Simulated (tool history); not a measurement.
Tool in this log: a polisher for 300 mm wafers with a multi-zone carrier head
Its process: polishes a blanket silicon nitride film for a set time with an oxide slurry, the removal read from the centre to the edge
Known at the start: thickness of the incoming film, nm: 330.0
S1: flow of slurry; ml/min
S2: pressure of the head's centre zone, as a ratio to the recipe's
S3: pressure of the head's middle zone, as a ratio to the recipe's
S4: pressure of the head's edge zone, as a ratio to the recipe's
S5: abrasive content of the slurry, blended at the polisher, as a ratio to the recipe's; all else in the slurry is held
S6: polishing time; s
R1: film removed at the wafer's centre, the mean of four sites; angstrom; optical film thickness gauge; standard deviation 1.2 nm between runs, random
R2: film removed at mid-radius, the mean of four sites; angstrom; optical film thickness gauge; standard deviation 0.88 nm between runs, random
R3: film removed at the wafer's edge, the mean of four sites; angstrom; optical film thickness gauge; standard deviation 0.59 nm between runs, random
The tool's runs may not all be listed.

run 1 hour=0.0 | S1=265 S2=1.00 S3=1.00 S4=1.00 S5=1.00 S6=66 | R1=620.16 R2=631.55 R3=652.41
run 2 hour=8.0 | S1=265 S2=1.00 S3=1.00 S4=1.00 S5=0.80 S6=66 | R1=541.00 R2=567.81 R3=580.62
run 3 hour=11.1 | S1=270 S2=1.03 S3=0.99 S4=1.03 S5=0.90 S6=66 | R1=601.90 R2=590.26 R3=623.80
run 4 hour=12.7 | S1=270 S2=1.03 S3=0.99 S4=1.03 S5=0.90 S6=81 | R1=753.87 R2=740.73 R3=767.00
run 5 hour=16.0 | S1=270 S2=1.08 S3=0.99 S4=1.03 S5=0.90 S6=81 | R1=769.41 R2=734.30 R3=764.03
run 6 hour=18.7 | S1=280 S2=1.10 S3=0.98 S4=1.05 S5=0.90 S6=81 | R1=800.03 R2=717.83 R3=772.55
run 7 hour=21.2 | S1=285 S2=1.11 S3=0.98 S4=1.07 S5=0.90 S6=81 | R1=793.52 R2=729.63 R3=784.97
run 8 hour=28.9 | S1=285 S2=1.11 S3=0.98 S4=1.07 S5=0.90 S6=81 | R1=793.80 R2=725.84 R3=782.78
run 9 hour=31.7 | S1=290 S2=1.12 S3=0.97 S4=1.08 S5=0.90 S6=81 | R1=789.67 R2=707.10 R3=783.69
run 10 hour=40.1 | S1=290 S2=1.13 S3=0.97 S4=1.08 S5=0.95 S6=81 | R1=846.92 R2=733.94 R3=821.63

What will run 11 give?
run 11 hour=45.2 | S1=295 S2=1.14 S3=0.97 S4=1.08 S5=0.95 S6=81 | R1=? R2=? R3=?

{"run 11": {"R1": 838.46, "R2": 722.79, "R3": 802.65}}
